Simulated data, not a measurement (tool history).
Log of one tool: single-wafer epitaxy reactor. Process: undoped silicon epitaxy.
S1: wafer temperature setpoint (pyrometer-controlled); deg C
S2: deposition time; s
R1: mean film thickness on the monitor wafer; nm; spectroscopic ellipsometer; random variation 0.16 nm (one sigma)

Run 1, hour 0.0: S1 625 deg C, S2 389 s. Result: R1 36.445 nm.
Run 2, hour 5.4: S1 617 deg C, S2 389 s. Result: R1 30.357 nm.
Run 3, hour 10.2: S1 606 deg C, S2 389 s. Result: R1 23.603 nm.
Run 4, hour 16.7: S1 612 deg C, S2 390 s. Result: R1 27.248 nm.
Run 5, hour 17.8: S1 617 deg C, S2 390 s. Result: R1 30.565 nm.
Run 6, hour 25.3: S1 621 deg C, S2 391 s. Result: R1 33.466 nm.
Run 7, hour 30.2: S1 625 deg C, S2 392 s. Result: R1 36.818 nm.
Run 8, hour 38.6: S1 628 deg C, S2 393 s. Result: R1 39.530 nm.
Run 9, hour 44.8: S1 628 deg C, S2 393 s. Result: R1 39.335 nm.

Forecast run 10:
Run 10, hour 46.1: S1 640 deg C, S2 397 s. Result: R1 ?.

Run 10 gave R1 51.914 nm.

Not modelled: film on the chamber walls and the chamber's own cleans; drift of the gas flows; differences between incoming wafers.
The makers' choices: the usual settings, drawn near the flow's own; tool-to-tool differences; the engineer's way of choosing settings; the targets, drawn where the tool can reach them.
